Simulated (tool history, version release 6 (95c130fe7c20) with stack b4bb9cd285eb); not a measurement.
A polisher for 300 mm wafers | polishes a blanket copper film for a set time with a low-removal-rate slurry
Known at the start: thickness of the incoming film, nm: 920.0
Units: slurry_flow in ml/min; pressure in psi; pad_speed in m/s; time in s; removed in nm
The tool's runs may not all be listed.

run    day  slurry_flow  pressure  pad_speed  slurry_solids  time  removed
  1      0          265       2.6        1.4              1    84   273.94
  2  0.175          265       3.1        1.4              1    84   320.04
  3  0.529          265       2.5        1.4              1    84      264
  4  0.625          315       2.5        1.4              1    84   271.12
  5  0.662          315         3        1.4              1    84   320.27
  6  0.688          310       2.5       1.38              1    84   266.95

Forecast run 7:
  7  0.754          305       2.2       1.36              1    84        ?

Run 7 gave removed 230.32 nm.
